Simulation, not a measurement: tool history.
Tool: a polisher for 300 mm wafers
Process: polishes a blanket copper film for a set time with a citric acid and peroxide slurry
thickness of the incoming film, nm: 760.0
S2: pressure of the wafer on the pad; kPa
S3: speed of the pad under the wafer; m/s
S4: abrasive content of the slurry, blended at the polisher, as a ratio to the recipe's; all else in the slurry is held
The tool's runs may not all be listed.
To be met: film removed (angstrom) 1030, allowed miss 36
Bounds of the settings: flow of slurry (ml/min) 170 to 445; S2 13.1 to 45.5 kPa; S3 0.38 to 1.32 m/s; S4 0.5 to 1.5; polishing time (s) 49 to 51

Run 1, hour 0: flow of slurry (ml/min) 285, S2 29 kPa, S3 0.84 m/s, S4 1, polishing time (s) 49. Result: film removed (angstrom) 1315.2.
Run 2, hour 3.5: flow of slurry (ml/min) 285, S2 26.9 kPa, S3 0.84 m/s, S4 1, polishing time (s) 49. Result: film removed (angstrom) 1243.4.
Run 3, hour 6.2: flow of slurry (ml/min) 285, S2 26.9 kPa, S3 0.84 m/s, S4 0.85, polishing time (s) 49. Result: film removed (angstrom) 1210.5.
Run 4, hour 10.1: flow of slurry (ml/min) 285, S2 26.9 kPa, S3 0.84 m/s, S4 1, polishing time (s) 49. Result: film removed (angstrom) 1263.9.
Run 5, hour 16.9: flow of slurry (ml/min) 285, S2 26.9 kPa, S3 0.84 m/s, S4 0.8, polishing time (s) 49. Result: film removed (angstrom) 1190.5.
Run 6, hour 24.9: flow of slurry (ml/min) 285, S2 26.9 kPa, S3 0.84 m/s, S4 0.8, polishing time (s) 49. Result: film removed (angstrom) 1206.5.
Run 7, hour 28.8: flow of slurry (ml/min) 285, S2 25.5 kPa, S3 0.84 m/s, S4 0.8, polishing time (s) 49. Result: film removed (angstrom) 1135.9.
Run 8, hour 37.4: flow of slurry (ml/min) 285, S2 24.8 kPa, S3 0.84 m/s, S4 0.8, polishing time (s) 49. Result: film removed (angstrom) 1115.8.
Run 9, hour 45.3: flow of slurry (ml/min) 285, S2 22.1 kPa, S3 0.84 m/s, S4 0.8, polishing time (s) 49. Result: film removed (angstrom) 993.76.

Which of these 5 next moves meets every target?
Run A, hour 53.2: flow of slurry (ml/min) 245, S2 25.5 kPa, S3 0.8 m/s, S4 0.6, polishing time (s) 49. Result: film removed (angstrom) ?.
Run B, hour 53.2: flow of slurry (ml/min) 260, S2 20 kPa, S3 0.88 m/s, S4 0.85, polishing time (s) 50. Result: film removed (angstrom) ?.
Run C, hour 53.2: flow of slurry (ml/min) 175, S2 21.4 kPa, S3 1 m/s, S4 0.8, polishing time (s) 51. Result: film removed (angstrom) ?.
Run D, hour 53.2: flow of slurry (ml/min) 260, S2 19.3 kPa, S3 0.9 m/s, S4 0.8, polishing time (s) 51. Result: film removed (angstrom) ?.
Run E, hour 53.2: flow of slurry (ml/min) 330, S2 20.7 kPa, S3 0.82 m/s, S4 0.9, polishing time (s) 49. Result: film removed (angstrom) ?.

move  film removed (angstrom)
   A                   1036.8
   B                   971.95
   C                   1117.3
   D                   970.54
   E                   950.25
A: meets every target
B: further off than the last run
C: takes the result that was furthest off past its target
D: further off than the last run
E: further off than the last run
Move A is the one to make.
